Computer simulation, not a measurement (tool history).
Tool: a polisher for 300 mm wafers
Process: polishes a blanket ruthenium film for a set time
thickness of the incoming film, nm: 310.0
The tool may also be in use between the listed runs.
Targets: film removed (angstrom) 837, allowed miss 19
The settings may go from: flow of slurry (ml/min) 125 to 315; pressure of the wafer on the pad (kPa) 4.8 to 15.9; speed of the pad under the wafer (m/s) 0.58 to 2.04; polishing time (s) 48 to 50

| run | hour | flow of slurry (ml/min) | pressure of the wafer on the pad (kPa) | speed of the pad under the wafer (m/s) | polishing time (s) | film removed (angstrom) |
|---|---|---|---|---|---|---|
| 1 | 0 | 205 | 10.3 | 1.3 | 48 | 558.67 |
| 2 | 3.5 | 205 | 8.3 | 1.3 | 48 | 444.48 |
| 3 | 6.3 | 170 | 8.3 | 1.3 | 48 | 435.7 |
| 4 | 11.1 | 180 | 9 | 1.3 | 48 | 473.17 |
| 5 | 12.6 | 145 | 9 | 1.3 | 48 | 462.02 |
| 6 | 14.1 | 155 | 9.7 | 1.3 | 48 | 493.98 |
| 7 | 21 | 170 | 10.3 | 1.3 | 48 | 535.26 |
| 8 | 23.6 | 180 | 11 | 1.3 | 48 | 579.11 |
| 9 | 26.9 | 190 | 11.7 | 1.3 | 48 | 625.61 |
| 10 | 29.8 | 200 | 12.4 | 1.3 | 48 | 665.85 |
| 11 | 37.4 | 210 | 13.1 | 1.3 | 48 | 700.91 |
| 12 | 41.3 | 215 | 13.1 | 1.3 | 48 | 698.31 |
| 13 | 48.8 | 215 | 13.8 | 1.3 | 48 | 743.21 |
| 14 | 52.1 | 220 | 14.5 | 1.3 | 48 | 774.79 |

Which of these 5 next moves meets every target?
| A | 55.4 | 250 | 15.9 | 1.2 | 50 | ? |
| B | 55.4 | 205 | 15.2 | 1.06 | 50 | ? |
| C | 55.4 | 175 | 14.5 | 1.44 | 50 | ? |
| D | 55.4 | 200 | 15.9 | 1.3 | 50 | ? |
| E | 55.4 | 235 | 15.2 | 1.12 | 48 | ? |

| move | film removed (angstrom) |
|---|---|
| A | 835.98 |
| B | 692.34 |
| C | 868.4 |
| D | 877.8 |
| E | 713.57 |
A: meets every target
B: further off than the last run
C: takes the result that was furthest off past its target
D: takes the result that was furthest off past its target
E: further off than the last run
Answer: A

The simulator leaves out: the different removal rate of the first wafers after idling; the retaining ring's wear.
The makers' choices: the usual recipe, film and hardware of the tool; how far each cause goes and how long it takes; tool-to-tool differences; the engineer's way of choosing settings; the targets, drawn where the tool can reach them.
